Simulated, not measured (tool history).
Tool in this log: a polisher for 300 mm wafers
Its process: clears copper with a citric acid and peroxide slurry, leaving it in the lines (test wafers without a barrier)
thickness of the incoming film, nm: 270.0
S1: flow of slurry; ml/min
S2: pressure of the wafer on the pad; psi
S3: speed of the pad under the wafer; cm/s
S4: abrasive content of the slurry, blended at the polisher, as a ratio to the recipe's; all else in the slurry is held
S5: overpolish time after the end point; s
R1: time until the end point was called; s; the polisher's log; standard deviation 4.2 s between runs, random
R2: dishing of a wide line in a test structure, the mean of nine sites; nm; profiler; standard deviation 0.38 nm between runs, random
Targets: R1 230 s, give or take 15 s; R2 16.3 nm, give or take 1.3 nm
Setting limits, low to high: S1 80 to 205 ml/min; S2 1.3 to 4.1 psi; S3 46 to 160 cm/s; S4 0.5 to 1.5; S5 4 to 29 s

run	day	S1	S2	S3	S4	S5	R1	R2
1	0	135	2.7	102	1	15	134.99	22.447
2	0.05	105	2.7	102	1	15	144.34	23.606
3	0.346	85	2.7	102	1	15	146.08	20.651
4	0.567	85	2.4	100	1	16	167.08	20.771
5	0.746	85	2.2	98	1	16	177.16	19.92
6	0.846	85	2.2	98	0.85	16	181.37	19.49
7	0.883	85	2	96	0.85	16	201.93	17.359
8	0.925	85	1.9	96	0.85	16	200.08	17.431

Below are 5 possible settings for the next run. Only one of them brings all results inside the allowed miss of their targets. Which is it?
A	0.967	80	1.6	80	0.75	20	?	?
B	0.967	90	1.4	82	0.8	20	?	?
C	0.967	85	2.2	126	0.7	13	?	?
D	0.967	80	2	80	0.85	20	?	?
E	0.967	80	2	84	0.8	17	?	?

move	R1	R2
A	262.96	16.085
B	268.78	15.726
C	157.58	17.436
D	220.3	19.044
E	217	16.595
A: pushes the last run's worst result past its target
B: pushes the last run's worst result past its target
C: the biggest miss grows against the last run
D: gets the furthest-off result to its target, but another result is out of tolerance
E: all results land within tolerance of their targets
The right move is E.
